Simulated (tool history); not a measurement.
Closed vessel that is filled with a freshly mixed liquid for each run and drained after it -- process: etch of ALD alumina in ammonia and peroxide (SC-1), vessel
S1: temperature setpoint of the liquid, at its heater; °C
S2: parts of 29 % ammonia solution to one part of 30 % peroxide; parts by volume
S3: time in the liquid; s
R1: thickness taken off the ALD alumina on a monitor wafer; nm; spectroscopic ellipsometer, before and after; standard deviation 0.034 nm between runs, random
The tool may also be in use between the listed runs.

| run | hour | S1 | S2 | S3 | R1 |
|---|---|---|---|---|---|
| 1 | 0 | 48 | 0.8 | 30 | 2.2315 |
| 2 | 8.9 | 48 | 1 | 30 | 2.2553 |
| 3 | 17.8 | 48 | 1 | 30 | 2.2724 |
| 4 | 22 | 49 | 1 | 30 | 2.4158 |
| 5 | 27.4 | 49 | 1.2 | 30 | 2.4076 |
| 6 | 33.3 | 49.5 | 1.2 | 30 | 2.4556 |
| 7 | 35.5 | 50 | 1.2 | 30 | 2.502 |

Run 8, settings as shown, results not yet in. Your forecast:
| 8 | 43.4 | 57 | 1.2 | 30 | ? |

{"run 8": {"R1": 3.7192}}
